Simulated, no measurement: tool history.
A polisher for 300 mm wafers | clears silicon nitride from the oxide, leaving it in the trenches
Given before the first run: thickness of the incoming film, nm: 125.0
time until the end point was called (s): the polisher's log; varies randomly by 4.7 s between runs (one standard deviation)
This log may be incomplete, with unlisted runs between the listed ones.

run  hour  flow of slurry (ml/min)  pressure of the wafer on the pad (kPa)  speed of the pad under the wafer (m/s)  overpolish time after the end point (s)  time until the end point was called (s)
  1   0.0                      255                                    15.9                                    1.20                                       24                                   130.35
  2   7.5                      255                                    15.9                                    1.20                                       24                                   132.71
  3  11.4                      255                                    13.8                                    1.16                                       24                                   152.18
  4  20.1                      255                                    12.4                                    1.12                                       24                                   166.03
  5  22.4                      255                                    15.9                                    1.12                                       24                                   135.98
  6  27.2                      255                                    15.9                                    1.12                                       26                                   133.67
  7  29.1                      255                                    13.8                                    1.06                                       26                                   163.28
  8  30.1                      255                                    12.4                                    1.04                                       26                                   177.42

What does the tool deliver on the next run?
  9  36.8                      255                                    11.0                                    1.02                                       26                                        ?

{"run 9": {"time until the end point was called (s)": 201.52}}
